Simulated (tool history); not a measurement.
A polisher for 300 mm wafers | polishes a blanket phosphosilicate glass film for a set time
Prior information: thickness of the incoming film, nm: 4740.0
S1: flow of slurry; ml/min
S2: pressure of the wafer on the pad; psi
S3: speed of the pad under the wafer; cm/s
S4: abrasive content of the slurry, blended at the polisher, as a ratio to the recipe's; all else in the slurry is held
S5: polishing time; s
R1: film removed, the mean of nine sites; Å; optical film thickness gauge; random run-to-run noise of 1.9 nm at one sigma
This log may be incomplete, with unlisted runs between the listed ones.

Run 1, day 0.000: S1 290 ml/min, S2 3.3 psi, S3 96 cm/s, S4 1.00, S5 36 s. Result: R1 1958.5 Å.
Run 2, day 0.296: S1 290 ml/min, S2 3.1 psi, S3 96 cm/s, S4 1.00, S5 36 s. Result: R1 1791.9 Å.
Run 3, day 0.442: S1 290 ml/min, S2 3.0 psi, S3 96 cm/s, S4 1.00, S5 36 s. Result: R1 1831.6 Å.
Run 4, day 0.817: S1 290 ml/min, S2 3.0 psi, S3 96 cm/s, S4 1.15, S5 36 s. Result: R1 1887.8 Å.
Run 5, day 1.096: S1 290 ml/min, S2 3.0 psi, S3 96 cm/s, S4 0.95, S5 36 s. Result: R1 1763.4 Å.
At day 1.142: conditioning disc replaced and pad reconditioned.
Run 6, day 1.142: S1 290 ml/min, S2 3.4 psi, S3 96 cm/s, S4 0.95, S5 36 s. Result: R1 2602.5 Å.

What will run 7 give?
Run 7, day 1.396: S1 290 ml/min, S2 3.3 psi, S3 96 cm/s, S4 0.95, S5 36 s. Result: R1 ?.

{"run 7": {"R1": 2631.1}}
